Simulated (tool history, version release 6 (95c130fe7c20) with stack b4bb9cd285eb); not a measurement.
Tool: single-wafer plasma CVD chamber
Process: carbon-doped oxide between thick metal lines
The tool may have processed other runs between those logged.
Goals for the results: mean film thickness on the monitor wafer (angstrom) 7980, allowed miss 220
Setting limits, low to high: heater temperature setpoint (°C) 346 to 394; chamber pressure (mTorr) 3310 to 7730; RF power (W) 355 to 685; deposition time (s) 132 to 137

run  hour  heater temperature setpoint (°C)  chamber pressure (mTorr)  RF power (W)  deposition time (s)  mean film thickness on the monitor wafer (angstrom)
  1     0                               370                      5520           520                  132                                               6745.5
  2   0.5                               370                      5520           465                  132                                               6292.4
  3   8.7                               370                      5520           465                  137                                               6509.5
  4  16.7                               370                      5520           525                  137                                               6986.3
  5  22.2                               370                      5520           525                  132                                               6705.7
  6  26.1                               370                      5520           560                  132                                               7062.7
     34.4  -- capacitance manometer re-zeroed and calibrated
  7  34.4                               370                      5620           575                  132                                               7099.9
  8  36.5                               370                      5630           595                  133                                               7230.6

5 next moves are on the table. One of them brings every result within its allowed miss. Which?
  A  38.6                               364                      4950           535                  132                                                    ?
  B  38.6                               382                      6060           500                  132                                                    ?
  C  38.6                               364                      4980           635                  134                                                    ?
  D  38.6                               371                      5540           655                  137                                                    ?
  E  38.6                               374                      6240           530                  132                                                    ?

move  mean film thickness on the monitor wafer (angstrom)
   A                                               6813.4
   B                                               6442.6
   C                                               7629.2
   D                                               7914.3
   E                                               6800.5
A: moves away from the targets compared with the last run
B: moves away from the targets compared with the last run
C: gains on the last run, yet a result remains outside its allowed miss
D: every result within its allowed miss
E: moves away from the targets compared with the last run
Move D is the one to make.

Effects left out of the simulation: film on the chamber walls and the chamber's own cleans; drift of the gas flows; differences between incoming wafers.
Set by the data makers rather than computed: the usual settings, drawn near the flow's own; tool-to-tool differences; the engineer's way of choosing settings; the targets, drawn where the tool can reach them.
